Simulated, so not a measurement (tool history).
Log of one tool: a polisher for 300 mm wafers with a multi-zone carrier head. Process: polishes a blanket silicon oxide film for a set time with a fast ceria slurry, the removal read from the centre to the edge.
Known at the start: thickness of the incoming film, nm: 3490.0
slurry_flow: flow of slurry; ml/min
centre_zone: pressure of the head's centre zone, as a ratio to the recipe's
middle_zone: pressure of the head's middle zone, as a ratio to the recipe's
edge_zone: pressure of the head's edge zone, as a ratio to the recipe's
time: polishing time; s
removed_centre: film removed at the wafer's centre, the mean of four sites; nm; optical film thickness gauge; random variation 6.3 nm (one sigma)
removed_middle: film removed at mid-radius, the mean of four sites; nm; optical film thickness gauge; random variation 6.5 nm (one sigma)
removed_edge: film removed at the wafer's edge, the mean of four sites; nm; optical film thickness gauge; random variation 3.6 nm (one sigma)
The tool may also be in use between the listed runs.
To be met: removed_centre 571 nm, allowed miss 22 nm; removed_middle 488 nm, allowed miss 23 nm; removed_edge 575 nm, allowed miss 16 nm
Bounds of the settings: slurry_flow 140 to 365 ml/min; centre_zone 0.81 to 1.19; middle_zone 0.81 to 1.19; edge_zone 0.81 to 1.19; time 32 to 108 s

run 1 hour=0 | slurry_flow=235 centre_zone=1 middle_zone=1 edge_zone=1 time=70 | removed_centre=1044.1 removed_middle=1025.5 removed_edge=1052.1
run 2 hour=6.4 | slurry_flow=235 centre_zone=0.93 middle_zone=1 edge_zone=1 time=70 | removed_centre=976.4 removed_middle=1052.2 removed_edge=1054.6
run 3 hour=12.3 | slurry_flow=235 centre_zone=0.96 middle_zone=1 edge_zone=1 time=70 | removed_centre=1015.1 removed_middle=1032 removed_edge=1061.5
run 4 hour=17.1 | slurry_flow=220 centre_zone=0.96 middle_zone=0.96 edge_zone=0.98 time=61 | removed_centre=890.05 removed_middle=865.19 removed_edge=897.1
run 5 hour=21.4 | slurry_flow=220 centre_zone=0.96 middle_zone=0.96 edge_zone=0.98 time=53 | removed_centre=771 removed_middle=744.63 removed_edge=775.29
run 6 hour=24.4 | slurry_flow=240 centre_zone=0.96 middle_zone=0.96 edge_zone=0.98 time=53 | removed_centre=773.63 removed_middle=744.05 removed_edge=791.11
run 7 hour=30.4 | slurry_flow=245 centre_zone=0.95 middle_zone=0.93 edge_zone=0.97 time=49 | removed_centre=725.51 removed_middle=672.07 removed_edge=725.03
run 8 hour=36.2 | slurry_flow=250 centre_zone=0.94 middle_zone=0.91 edge_zone=0.97 time=46 | removed_centre=669.38 removed_middle=629.01 removed_edge=692.11
run 9 hour=44.3 | slurry_flow=250 centre_zone=0.94 middle_zone=0.89 edge_zone=0.96 time=44 | removed_centre=638.21 removed_middle=570.07 removed_edge=649.08
run 10 hour=45.2 | slurry_flow=250 centre_zone=0.93 middle_zone=0.87 edge_zone=0.94 time=44 | removed_centre=624.46 removed_middle=560.97 removed_edge=651.77
run 11 hour=49.5 | slurry_flow=250 centre_zone=0.93 middle_zone=0.86 edge_zone=0.92 time=43 | removed_centre=618.27 removed_middle=550.75 removed_edge=622.88
run 12 hour=50.3 | slurry_flow=250 centre_zone=0.93 middle_zone=0.85 edge_zone=0.92 time=42 | removed_centre=604.16 removed_middle=531.81 removed_edge=610.43
run 13 hour=51.9 | slurry_flow=250 centre_zone=0.93 middle_zone=0.84 edge_zone=0.91 time=42 | removed_centre=596.63 removed_middle=524.37 removed_edge=609.04
run 14 hour=60.5 | slurry_flow=250 centre_zone=0.93 middle_zone=0.83 edge_zone=0.9 time=42 | removed_centre=593.09 removed_middle=531.99 removed_edge=610.14
run 15 hour=66.7 | slurry_flow=210 centre_zone=0.97 middle_zone=0.81 edge_zone=0.91 time=38 | removed_centre=557.52 removed_middle=463.24 removed_edge=541.16
run 16 hour=69.8 | slurry_flow=220 centre_zone=0.96 middle_zone=0.82 edge_zone=0.92 time=38 | removed_centre=544.43 removed_middle=472.54 removed_edge=550.65
run 17 hour=72.9 | slurry_flow=230 centre_zone=0.96 middle_zone=0.82 edge_zone=0.92 time=38 | removed_centre=560.03 removed_middle=459.39 removed_edge=548.73

Which of these 4 next moves meets every target?
run A hour=76 | slurry_flow=195 centre_zone=1 middle_zone=0.86 edge_zone=1.01 time=39 | removed_centre=? removed_middle=? removed_edge=?
run B hour=76 | slurry_flow=225 centre_zone=1.07 middle_zone=0.89 edge_zone=0.92 time=36 | removed_centre=? removed_middle=? removed_edge=?
run C hour=76 | slurry_flow=255 centre_zone=1.02 middle_zone=0.81 edge_zone=0.93 time=36 | removed_centre=? removed_middle=? removed_edge=?
run D hour=76 | slurry_flow=185 centre_zone=0.89 middle_zone=0.86 edge_zone=0.83 time=39 | removed_centre=? removed_middle=? removed_edge=?

move=A removed_centre=566.42 removed_middle=492.55 removed_edge=576.22
move=B removed_centre=570.72 removed_middle=477.78 removed_edge=519.09
move=C removed_centre=555.26 removed_middle=449.54 removed_edge=528.38
move=D removed_centre=503.16 removed_middle=488.59 removed_edge=527.58
A: meets every target
B: further off than the last run
C: further off than the last run
D: further off than the last run
The right move is A.

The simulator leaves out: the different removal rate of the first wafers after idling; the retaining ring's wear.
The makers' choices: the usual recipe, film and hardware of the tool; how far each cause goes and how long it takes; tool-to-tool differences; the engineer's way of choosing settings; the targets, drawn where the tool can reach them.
